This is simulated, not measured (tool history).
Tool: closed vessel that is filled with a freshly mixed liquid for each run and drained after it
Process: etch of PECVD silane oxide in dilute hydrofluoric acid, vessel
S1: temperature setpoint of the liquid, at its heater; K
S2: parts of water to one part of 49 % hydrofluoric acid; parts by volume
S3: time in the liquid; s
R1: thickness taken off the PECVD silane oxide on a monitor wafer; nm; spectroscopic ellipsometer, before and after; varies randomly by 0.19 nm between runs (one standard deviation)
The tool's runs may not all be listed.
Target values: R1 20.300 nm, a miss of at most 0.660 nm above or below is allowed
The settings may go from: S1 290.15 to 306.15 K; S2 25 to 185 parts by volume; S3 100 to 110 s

run  hour      S1   S2   S3      R1
  1   0.0  298.15  105  100  26.338
  2   4.7  298.15  105  100  26.546
  3   6.8  298.15  105  110  29.102
  4  13.1  296.15  105  110  27.546
  5  15.4  296.15  105  110  26.779
  6  21.7  296.15   70  110  41.303
  7  30.6  294.65   80  110  33.609
  8  34.4  293.15   90  110  28.563

Which of these 5 next moves meets every target?
  A  38.2  294.15  105  110   ?
  B  38.2  294.15   65  110   ?
  C  38.2  291.65  115  100   ?
  D  38.2  292.65  100  105   ?
  E  38.2  291.65  105  100   ?

move      R1
   A  25.013
   B  42.342
   C  18.540
   D  23.710
   E  20.522
A: closer than the last run, but not yet in spec
B: its largest miss is bigger than the last run's
C: pushes the last run's worst result past its target
D: closer than the last run, but not yet in spec
E: each result inside its tolerance
The move that meets every target is E.
